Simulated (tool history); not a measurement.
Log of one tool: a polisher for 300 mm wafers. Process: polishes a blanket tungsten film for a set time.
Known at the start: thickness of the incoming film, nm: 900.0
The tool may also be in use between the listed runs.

run	day	flow of slurry (ml/min)	pressure of the wafer on the pad (psi)	speed of the pad under the wafer (cm/s)	abrasive content of the slurry	polishing time (s)	film removed (Å)
1	0	270	4.8	126	1	42	2498.1
2	0.3	245	4.8	126	1	42	2498.9
3	0.467	245	4.8	96	1	42	1885.3
4	0.571	245	4.1	96	1	42	1614.4
5	0.817	245	4.6	96	1	42	1838.7
6	1.058	245	4.6	96	1.15	42	1906.4
7	1.292	245	4.8	96	1.15	42	2002.8
8	1.392	245	5	96	1.15	42	2096.2

Run 9 comes next. What will it give?
9	1.454	245	5.1	96	1.15	42	?

{"run 9": {"film removed (Å)": 2104.7}}
